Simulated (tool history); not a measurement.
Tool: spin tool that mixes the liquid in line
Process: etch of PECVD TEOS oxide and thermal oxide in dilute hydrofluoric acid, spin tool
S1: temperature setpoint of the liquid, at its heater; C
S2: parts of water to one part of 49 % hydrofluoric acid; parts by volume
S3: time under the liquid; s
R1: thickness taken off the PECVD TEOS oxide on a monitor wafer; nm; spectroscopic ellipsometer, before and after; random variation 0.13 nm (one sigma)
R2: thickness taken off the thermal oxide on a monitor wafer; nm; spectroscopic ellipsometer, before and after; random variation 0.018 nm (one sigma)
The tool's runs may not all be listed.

run,hour,S1,S2,S3,R1,R2
1,0.0,24.0,170,180,19.391,4.8035
2,2.7,23.5,170,180,18.767,4.7535
3,4.0,25.0,170,180,19.851,4.9852
4,5.9,24.0,170,180,19.514,4.7693
5,9.6,23.5,170,180,19.180,4.6686
6,17.6,25.0,170,180,19.978,5.0073
7,19.0,25.0,170,180,20.319,4.9962
8,24.1,24.0,170,180,19.685,4.7738
9,27.0,23.5,175,180,18.697,4.5601

Forecast run 10:
10,33.4,22.0,190,175,?,?

R1: 15.404 nm
R2: 3.7743 nm

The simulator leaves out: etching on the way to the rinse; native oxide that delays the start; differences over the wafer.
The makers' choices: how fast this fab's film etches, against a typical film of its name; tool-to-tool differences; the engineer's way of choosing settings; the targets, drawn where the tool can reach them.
